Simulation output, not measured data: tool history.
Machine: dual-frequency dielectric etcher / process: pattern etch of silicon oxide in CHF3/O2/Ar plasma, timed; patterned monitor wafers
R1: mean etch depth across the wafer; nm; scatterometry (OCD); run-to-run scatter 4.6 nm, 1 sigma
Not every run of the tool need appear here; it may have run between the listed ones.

Run 1, hour 0: source power (W) 510, bias power (W) 132, etch time (s) 673.5. Result: R1 1050.8 nm.
Run 2, hour 5.8: source power (W) 480, bias power (W) 131, etch time (s) 673.5. Result: R1 1047.4 nm.
Run 3, hour 9.6: source power (W) 480, bias power (W) 131, etch time (s) 673.5. Result: R1 1037.4 nm.
Run 4, hour 14: source power (W) 480, bias power (W) 131, etch time (s) 673.5. Result: R1 1037.6 nm.
Run 5, hour 19.9: source power (W) 450, bias power (W) 128, etch time (s) 673.5. Result: R1 1004.6 nm.
Run 6, hour 23.5: source power (W) 430, bias power (W) 127, etch time (s) 673.5. Result: R1 992.45 nm.
Run 7, hour 30.6: source power (W) 410, bias power (W) 126, etch time (s) 673.5. Result: R1 987.8 nm.
Run 8, hour 31.6: source power (W) 390, bias power (W) 125, etch time (s) 673.5. Result: R1 967.71 nm.

Forecast run 9:
Run 9, hour 40.1: source power (W) 380, bias power (W) 124, etch time (s) 673.5. Result: R1 ?.

Run 9 measured R1 951.91 nm.

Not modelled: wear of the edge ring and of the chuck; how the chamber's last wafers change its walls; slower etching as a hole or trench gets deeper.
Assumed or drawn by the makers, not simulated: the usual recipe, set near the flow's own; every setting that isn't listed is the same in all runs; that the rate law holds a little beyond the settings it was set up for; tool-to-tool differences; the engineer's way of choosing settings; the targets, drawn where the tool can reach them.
